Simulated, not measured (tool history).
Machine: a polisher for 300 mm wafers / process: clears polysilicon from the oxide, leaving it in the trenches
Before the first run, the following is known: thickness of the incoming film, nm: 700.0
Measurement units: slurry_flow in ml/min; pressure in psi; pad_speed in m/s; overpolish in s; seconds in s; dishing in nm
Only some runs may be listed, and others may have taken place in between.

Run 1, hour 0.0: slurry_flow 215 ml/min, pressure 2.6 psi, pad_speed 0.88 m/s, overpolish 8 s. Result: seconds 51.121 s, dishing 53.232 nm.
Run 2, hour 3.2: slurry_flow 215 ml/min, pressure 2.6 psi, pad_speed 0.88 m/s, overpolish 7 s. Result: seconds 52.415 s, dishing 50.917 nm.
Run 3, hour 8.5: slurry_flow 215 ml/min, pressure 2.6 psi, pad_speed 0.88 m/s, overpolish 5 s. Result: seconds 50.688 s, dishing 41.646 nm.
Run 4, hour 10.9: slurry_flow 215 ml/min, pressure 2.6 psi, pad_speed 1.06 m/s, overpolish 5 s. Result: seconds 44.808 s, dishing 45.437 nm.
Run 5, hour 14.4: slurry_flow 220 ml/min, pressure 2.6 psi, pad_speed 1.02 m/s, overpolish 4 s. Result: seconds 44.149 s, dishing 38.887 nm.
Run 6, hour 16.7: slurry_flow 220 ml/min, pressure 2.6 psi, pad_speed 1.12 m/s, overpolish 4 s. Result: seconds 41.654 s, dishing 41.572 nm.
Run 7, hour 18.5: slurry_flow 230 ml/min, pressure 2.5 psi, pad_speed 1.12 m/s, overpolish 4 s. Result: seconds 45.063 s, dishing 39.960 nm.
Run 8, hour 25.9: slurry_flow 290 ml/min, pressure 2.4 psi, pad_speed 1.16 m/s, overpolish 2 s. Result: seconds 41.930 s, dishing 25.785 nm.
Run 9, hour 30.5: slurry_flow 280 ml/min, pressure 2.4 psi, pad_speed 1.16 m/s, overpolish 2 s. Result: seconds 42.026 s, dishing 26.148 nm.
Run 10, hour 36.0: slurry_flow 270 ml/min, pressure 2.4 psi, pad_speed 1.16 m/s, overpolish 2 s. Result: seconds 44.609 s, dishing 25.693 nm.
Run 11, hour 40.7: slurry_flow 250 ml/min, pressure 2.4 psi, pad_speed 1.16 m/s, overpolish 6 s. Result: seconds 42.541 s, dishing 51.120 nm.
Run 12, hour 43.7: slurry_flow 265 ml/min, pressure 2.4 psi, pad_speed 1.14 m/s, overpolish 6 s. Result: seconds 43.892 s, dishing 49.748 nm.
Run 13, hour 49.5: slurry_flow 275 ml/min, pressure 2.4 psi, pad_speed 1.12 m/s, overpolish 6 s. Result: seconds 43.634 s, dishing 49.947 nm.
Run 14, hour 56.0: slurry_flow 280 ml/min, pressure 2.4 psi, pad_speed 1.10 m/s, overpolish 6 s. Result: seconds 46.118 s, dishing 48.442 nm.
Run 15, hour 64.1: slurry_flow 280 ml/min, pressure 2.4 psi, pad_speed 1.10 m/s, overpolish 5 s. Result: seconds 45.426 s, dishing 45.063 nm.

What does the tool deliver on the next run?
Run 16, hour 70.1: slurry_flow 280 ml/min, pressure 2.3 psi, pad_speed 1.12 m/s, overpolish 4 s. Result: seconds ?, dishing ?.

seconds: 47.336 s
dishing: 39.446 nm

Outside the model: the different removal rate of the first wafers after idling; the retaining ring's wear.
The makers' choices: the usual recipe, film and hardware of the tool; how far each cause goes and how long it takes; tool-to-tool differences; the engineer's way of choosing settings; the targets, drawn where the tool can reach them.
